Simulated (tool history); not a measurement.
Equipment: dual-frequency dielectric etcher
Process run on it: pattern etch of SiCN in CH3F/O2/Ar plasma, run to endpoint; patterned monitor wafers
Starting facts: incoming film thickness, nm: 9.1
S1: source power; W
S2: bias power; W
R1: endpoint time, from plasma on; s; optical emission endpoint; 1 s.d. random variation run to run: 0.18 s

| run | hour | S1 | S2 | R1 |
|---|---|---|---|---|
| 1 | 0 | 540 | 91 | 21.399 |
| 2 | 4.6 | 540 | 97 | 20.792 |
| 3 | 7.4 | 520 | 96 | 21.045 |
| 4 | 11.4 | 500 | 94 | 21.631 |
| 5 | 15.1 | 460 | 94 | 22.205 |
| 6 | 23.8 | 550 | 94 | 20.845 |
| 7 | 30.4 | 530 | 93 | 21.296 |

What will run 8 give?
| 8 | 34.7 | 510 | 92 | ? |

R1: 21.372 s

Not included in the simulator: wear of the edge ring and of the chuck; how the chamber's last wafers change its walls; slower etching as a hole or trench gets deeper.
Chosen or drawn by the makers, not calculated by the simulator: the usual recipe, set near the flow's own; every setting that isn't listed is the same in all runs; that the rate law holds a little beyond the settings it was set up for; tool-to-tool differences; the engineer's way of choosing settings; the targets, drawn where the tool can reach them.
